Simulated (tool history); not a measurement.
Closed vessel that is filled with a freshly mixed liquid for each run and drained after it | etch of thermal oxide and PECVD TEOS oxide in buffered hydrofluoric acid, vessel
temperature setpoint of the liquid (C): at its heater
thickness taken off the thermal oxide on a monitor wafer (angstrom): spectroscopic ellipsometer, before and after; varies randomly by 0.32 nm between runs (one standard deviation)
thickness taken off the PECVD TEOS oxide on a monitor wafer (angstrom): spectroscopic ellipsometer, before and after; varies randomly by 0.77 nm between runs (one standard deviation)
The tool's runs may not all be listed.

run	day	temperature setpoint of the liquid (C)	parts of 40 % ammonium fluoride to one part of 49 % hydrofluoric acid (parts by volume)	time in the liquid (s)	thickness taken off the thermal oxide on a monitor wafer (angstrom)	thickness taken off the PECVD TEOS oxide on a monitor wafer (angstrom)
1	0	22	10.5	60	631.35	2047
2	0.254	22	10.5	70	743.55	2418
3	0.4	20.5	11	70	645.96	2131.7
4	0.621	20	11.5	70	605.65	1967.8
5	0.842	20	11.5	45	384.71	1276.8
6	1.142	21	11.5	45	404.9	1336
7	1.254	22	11.5	45	428.8	1411.8
8	1.392	22	11.5	45	431.12	1412.7
9	1.458	22.5	11.5	45	448.62	1457.8

For run 10, what comes out?
10	1.654	23	11.5	45	?	?

{"run 10": {"thickness taken off the thermal oxide on a monitor wafer (angstrom)": 460.09, "thickness taken off the PECVD TEOS oxide on a monitor wafer (angstrom)": 1488.8}}
